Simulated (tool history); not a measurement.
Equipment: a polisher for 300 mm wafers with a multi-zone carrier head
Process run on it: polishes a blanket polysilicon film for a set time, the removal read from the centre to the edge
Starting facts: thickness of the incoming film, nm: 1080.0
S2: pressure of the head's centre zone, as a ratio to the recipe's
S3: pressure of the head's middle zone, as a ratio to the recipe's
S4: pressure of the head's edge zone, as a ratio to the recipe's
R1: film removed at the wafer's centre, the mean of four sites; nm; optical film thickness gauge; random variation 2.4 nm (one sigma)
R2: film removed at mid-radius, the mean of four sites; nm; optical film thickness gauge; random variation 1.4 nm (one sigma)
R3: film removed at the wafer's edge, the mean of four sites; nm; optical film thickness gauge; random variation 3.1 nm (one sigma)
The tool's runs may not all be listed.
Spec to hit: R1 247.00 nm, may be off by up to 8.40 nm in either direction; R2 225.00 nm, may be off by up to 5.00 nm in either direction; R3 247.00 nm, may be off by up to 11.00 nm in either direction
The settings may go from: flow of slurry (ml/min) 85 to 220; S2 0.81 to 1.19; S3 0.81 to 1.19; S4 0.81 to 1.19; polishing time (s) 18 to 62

Run 1, hour 0.0: flow of slurry (ml/min) 140, S2 1.00, S3 1.00, S4 1.00, polishing time (s) 40. Result: R1 165.48 nm, R2 166.38 nm, R3 172.97 nm.
Run 2, hour 7.8: flow of slurry (ml/min) 115, S2 1.00, S3 1.00, S4 1.00, polishing time (s) 40. Result: R1 161.19 nm, R2 159.33 nm, R3 164.22 nm.
Run 3, hour 16.3: flow of slurry (ml/min) 115, S2 1.00, S3 0.95, S4 1.00, polishing time (s) 40. Result: R1 158.46 nm, R2 151.81 nm, R3 168.84 nm.
Run 4, hour 25.0: flow of slurry (ml/min) 130, S2 1.02, S3 0.96, S4 1.03, polishing time (s) 41. Result: R1 173.19 nm, R2 161.66 nm, R3 180.43 nm.
Run 5, hour 33.4: flow of slurry (ml/min) 130, S2 0.94, S3 0.96, S4 1.03, polishing time (s) 41. Result: R1 157.20 nm, R2 160.95 nm, R3 175.06 nm.
Run 6, hour 41.4: flow of slurry (ml/min) 130, S2 0.94, S3 0.96, S4 0.95, polishing time (s) 41. Result: R1 156.26 nm, R2 161.55 nm, R3 170.34 nm.
Run 7, hour 42.6: flow of slurry (ml/min) 130, S2 0.94, S3 0.96, S4 0.95, polishing time (s) 41. Result: R1 156.75 nm, R2 163.25 nm, R3 171.57 nm.
Run 8, hour 47.3: flow of slurry (ml/min) 145, S2 0.96, S3 0.97, S4 0.97, polishing time (s) 42. Result: R1 167.92 nm, R2 171.40 nm, R3 183.15 nm.
Run 9, hour 54.2: flow of slurry (ml/min) 155, S2 0.99, S3 0.98, S4 0.99, polishing time (s) 43. Result: R1 180.41 nm, R2 178.37 nm, R3 188.39 nm.
Run 10, hour 62.7: flow of slurry (ml/min) 170, S2 1.07, S3 1.00, S4 1.09, polishing time (s) 54. Result: R1 255.56 nm, R2 234.98 nm, R3 247.10 nm.

Which of these 5 next moves meets every target?
Run A, hour 71.2: flow of slurry (ml/min) 200, S2 1.05, S3 0.98, S4 1.09, polishing time (s) 52. Result: R1 ?, R2 ?, R3 ?.
Run B, hour 71.2: flow of slurry (ml/min) 185, S2 1.15, S3 1.06, S4 1.10, polishing time (s) 52. Result: R1 ?, R2 ?, R3 ?.
Run C, hour 71.2: flow of slurry (ml/min) 170, S2 1.13, S3 0.96, S4 1.09, polishing time (s) 54. Result: R1 ?, R2 ?, R3 ?.
Run D, hour 71.2: flow of slurry (ml/min) 160, S2 1.06, S3 1.01, S4 1.02, polishing time (s) 56. Result: R1 ?, R2 ?, R3 ?.
Run E, hour 71.2: flow of slurry (ml/min) 150, S2 1.06, S3 1.08, S4 1.04, polishing time (s) 54. Result: R1 ?, R2 ?, R3 ?.

move      R1      R2      R3
   A  248.32  226.26  243.51
   B  268.61  238.74  242.17
   C  269.44  224.75  248.01
   D  258.79  240.65  246.67
   E  246.07  242.51  237.69
A: in spec on every target
B: lands further from the targets than the last run did
C: brings the last run's worst result on target, with another outside its allowed miss
D: lands further from the targets than the last run did
E: lands further from the targets than the last run did
A is the move that brings every result within its allowed miss.
